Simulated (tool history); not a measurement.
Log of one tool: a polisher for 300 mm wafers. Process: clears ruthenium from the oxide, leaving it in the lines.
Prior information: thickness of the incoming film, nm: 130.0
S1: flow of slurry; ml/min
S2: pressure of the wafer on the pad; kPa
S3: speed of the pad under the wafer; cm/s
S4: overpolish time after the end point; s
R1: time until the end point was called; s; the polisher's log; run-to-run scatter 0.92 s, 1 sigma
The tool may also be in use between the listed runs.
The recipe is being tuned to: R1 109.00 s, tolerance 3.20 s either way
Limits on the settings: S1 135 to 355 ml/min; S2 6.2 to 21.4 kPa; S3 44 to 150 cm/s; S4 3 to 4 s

| run | day | S1 | S2 | S3 | S4 | R1 |
|---|---|---|---|---|---|---|
| 1 | 0.000 | 225 | 13.8 | 96 | 4 | 154.72 |
| 2 | 0.125 | 225 | 13.8 | 84 | 4 | 171.41 |
| 3 | 0.296 | 230 | 15.9 | 84 | 4 | 154.26 |
| 4 | 0.575 | 230 | 17.2 | 84 | 4 | 142.66 |
| 5 | 0.746 | 230 | 17.2 | 70 | 4 | 170.88 |
|  | 1.033 | head pressure recalibrated |
| 6 | 1.033 | 235 | 18.6 | 76 | 4 | 141.42 |
| 7 | 1.221 | 245 | 19.3 | 78 | 4 | 128.92 |
| 8 | 1.467 | 270 | 19.3 | 78 | 4 | 131.12 |
| 9 | 1.662 | 270 | 20.0 | 80 | 4 | 121.58 |
| 10 | 1.704 | 270 | 20.7 | 80 | 4 | 119.24 |
| 11 | 1.846 | 270 | 20.7 | 82 | 4 | 116.40 |

Of the 4 settings listed for the next run, only one would bring every result within its allowed miss of target. Which one?
| A | 1.988 | 205 | 17.9 | 90 | 4 | ? |
| B | 1.988 | 250 | 20.0 | 78 | 3 | ? |
| C | 1.988 | 305 | 19.3 | 86 | 3 | ? |
| D | 1.988 | 270 | 20.7 | 88 | 4 | ? |

| move | R1 |
|---|---|
| A | 124.46 |
| B | 126.58 |
| C | 116.42 |
| D | 108.42 |
A: lands further from the targets than the last run did
B: lands further from the targets than the last run did
C: roughly where the last run was
D: each result inside its tolerance
D is the move that brings every result within its allowed miss.
